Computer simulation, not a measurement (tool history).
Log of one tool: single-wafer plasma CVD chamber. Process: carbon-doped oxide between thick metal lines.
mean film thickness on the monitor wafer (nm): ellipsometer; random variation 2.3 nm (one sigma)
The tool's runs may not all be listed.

run	hour	heater temperature setpoint (K)	chamber pressure (Torr)	RF power (kW)	deposition time (s)	mean film thickness on the monitor wafer (nm)
1	0	603.15	5.68	0.385	197	902
2	6.7	606.15	5.53	0.385	197	895.72
3	12.3	606.15	5.53	0.385	197	897.83
4	16	608.15	5.31	0.38	197	877.7
5	23.6	610.15	5.2	0.38	197	867.45
6	25.7	601.15	5.2	0.38	197	887.08
7	26.8	612.15	4.52	0.375	197	828.31

Forecast run 8:
8	30.2	611.15	4.57	0.375	197	?

mean film thickness on the monitor wafer (nm): 827.82
